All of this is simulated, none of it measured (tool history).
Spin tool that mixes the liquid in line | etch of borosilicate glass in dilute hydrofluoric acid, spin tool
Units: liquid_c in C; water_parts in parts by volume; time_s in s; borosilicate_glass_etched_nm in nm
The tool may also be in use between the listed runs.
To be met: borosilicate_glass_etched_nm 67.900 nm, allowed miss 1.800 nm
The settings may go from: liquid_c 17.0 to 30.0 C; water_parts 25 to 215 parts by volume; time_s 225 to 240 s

Run 1, hour 0.0: liquid_c 22.0 C, water_parts 120 parts by volume, time_s 225 s. Result: borosilicate_glass_etched_nm 62.112 nm.
Run 2, hour 4.9: liquid_c 22.5 C, water_parts 120 parts by volume, time_s 225 s. Result: borosilicate_glass_etched_nm 63.736 nm.
Run 3, hour 6.5: liquid_c 23.0 C, water_parts 120 parts by volume, time_s 225 s. Result: borosilicate_glass_etched_nm 64.954 nm.
Run 4, hour 11.8: liquid_c 23.5 C, water_parts 120 parts by volume, time_s 225 s. Result: borosilicate_glass_etched_nm 65.774 nm.
Run 5, hour 20.6: liquid_c 23.5 C, water_parts 120 parts by volume, time_s 225 s. Result: borosilicate_glass_etched_nm 66.088 nm.
Run 6, hour 21.9: liquid_c 23.5 C, water_parts 80 parts by volume, time_s 225 s. Result: borosilicate_glass_etched_nm 103.210 nm.
Run 7, hour 26.6: liquid_c 22.0 C, water_parts 85 parts by volume, time_s 225 s. Result: borosilicate_glass_etched_nm 91.648 nm.
Run 8, hour 31.3: liquid_c 20.5 C, water_parts 90 parts by volume, time_s 225 s. Result: borosilicate_glass_etched_nm 81.065 nm.
Run 9, hour 33.6: liquid_c 19.5 C, water_parts 90 parts by volume, time_s 225 s. Result: borosilicate_glass_etched_nm 77.799 nm.
Run 10, hour 39.5: liquid_c 19.0 C, water_parts 90 parts by volume, time_s 225 s. Result: borosilicate_glass_etched_nm 76.548 nm.
Run 11, hour 46.6: liquid_c 18.5 C, water_parts 90 parts by volume, time_s 225 s. Result: borosilicate_glass_etched_nm 74.662 nm.
Run 12, hour 47.6: liquid_c 18.0 C, water_parts 90 parts by volume, time_s 225 s. Result: borosilicate_glass_etched_nm 73.210 nm.
Run 13, hour 48.4: liquid_c 17.0 C, water_parts 95 parts by volume, time_s 225 s. Result: borosilicate_glass_etched_nm 65.817 nm.

Which of these 4 next moves meets every target?
Run A, hour 49.2: liquid_c 17.0 C, water_parts 90 parts by volume, time_s 230 s. Result: borosilicate_glass_etched_nm ?.
Run B, hour 49.2: liquid_c 17.5 C, water_parts 100 parts by volume, time_s 240 s. Result: borosilicate_glass_etched_nm ?.
Run C, hour 49.2: liquid_c 19.5 C, water_parts 95 parts by volume, time_s 225 s. Result: borosilicate_glass_etched_nm ?.
Run D, hour 49.2: liquid_c 18.0 C, water_parts 95 parts by volume, time_s 240 s. Result: borosilicate_glass_etched_nm ?.

move  borosilicate_glass_etched_nm
   A                        71.304
   B                        67.624
   C                        72.853
   D                        73.072
A: takes the result that was furthest off past its target
B: meets every target
C: takes the result that was furthest off past its target
D: takes the result that was furthest off past its target
The right move is B.
